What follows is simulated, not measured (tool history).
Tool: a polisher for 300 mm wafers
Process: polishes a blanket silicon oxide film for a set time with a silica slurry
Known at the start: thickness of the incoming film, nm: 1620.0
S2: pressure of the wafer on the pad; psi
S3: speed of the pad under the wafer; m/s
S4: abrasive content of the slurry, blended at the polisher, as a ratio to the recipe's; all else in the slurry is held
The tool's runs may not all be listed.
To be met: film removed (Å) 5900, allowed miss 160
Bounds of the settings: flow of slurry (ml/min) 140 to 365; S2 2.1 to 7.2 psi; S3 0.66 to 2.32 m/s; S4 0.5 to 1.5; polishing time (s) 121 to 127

{"run": 1, "hour": 0.0, "flow of slurry (ml/min)": 235, "S2": 4.6, "S3": 1.48, "S4": 1, "polishing time (s)": 121, "film removed (Å)": 4639.1}
{"run": 2, "hour": 1.9, "flow of slurry (ml/min)": 235, "S2": 5, "S3": 1.48, "S4": 1, "polishing time (s)": 121, "film removed (Å)": 5009.7}
{"run": 3, "hour": 7.2, "flow of slurry (ml/min)": 235, "S2": 5, "S3": 1.48, "S4": 1, "polishing time (s)": 121, "film removed (Å)": 5084.1}
{"run": 4, "hour": 15.9, "flow of slurry (ml/min)": 195, "S2": 5, "S3": 1.48, "S4": 1, "polishing time (s)": 121, "film removed (Å)": 4975.7}
{"run": 5, "hour": 23.3, "flow of slurry (ml/min)": 235, "S2": 5, "S3": 1.48, "S4": 1, "polishing time (s)": 121, "film removed (Å)": 4997.1}
{"run": 6, "hour": 29.6, "flow of slurry (ml/min)": 235, "S2": 5.3, "S3": 1.48, "S4": 1, "polishing time (s)": 121, "film removed (Å)": 5252.1}
{"run": 7, "hour": 36.3, "flow of slurry (ml/min)": 235, "S2": 5.5, "S3": 1.48, "S4": 1, "polishing time (s)": 121, "film removed (Å)": 5543.5}
{"run": 8, "hour": 40.1, "flow of slurry (ml/min)": 235, "S2": 5.5, "S3": 1.48, "S4": 1, "polishing time (s)": 121, "film removed (Å)": 5570.6}
{"run": 9, "hour": 43.0, "flow of slurry (ml/min)": 235, "S2": 5.6, "S3": 1.48, "S4": 1, "polishing time (s)": 121, "film removed (Å)": 5666.9}

4 next moves are on the table. One of them brings every result within its allowed miss. Which?
{"run": "A", "hour": 45.9, "flow of slurry (ml/min)": 250, "S2": 5.5, "S3": 1.34, "S4": 1.05, "polishing time (s)": 124, "film removed (Å)": "?"}
{"run": "B", "hour": 45.9, "flow of slurry (ml/min)": 140, "S2": 6.2, "S3": 1.2, "S4": 1.1, "polishing time (s)": 124, "film removed (Å)": "?"}
{"run": "C", "hour": 45.9, "flow of slurry (ml/min)": 290, "S2": 5.7, "S3": 1.62, "S4": 0.9, "polishing time (s)": 121, "film removed (Å)": "?"}
{"run": "D", "hour": 45.9, "flow of slurry (ml/min)": 270, "S2": 5.8, "S3": 1.58, "S4": 0.95, "polishing time (s)": 124, "film removed (Å)": "?"}

move=A film_removed_(Å)=5430.6
move=B film_removed_(Å)=5356.7
move=C film_removed_(Å)=5992.1
move=D film_removed_(Å)=6219.5
A: further off than the last run
B: further off than the last run
C: meets every target
D: takes the result that was furthest off past its target
The right move is C.
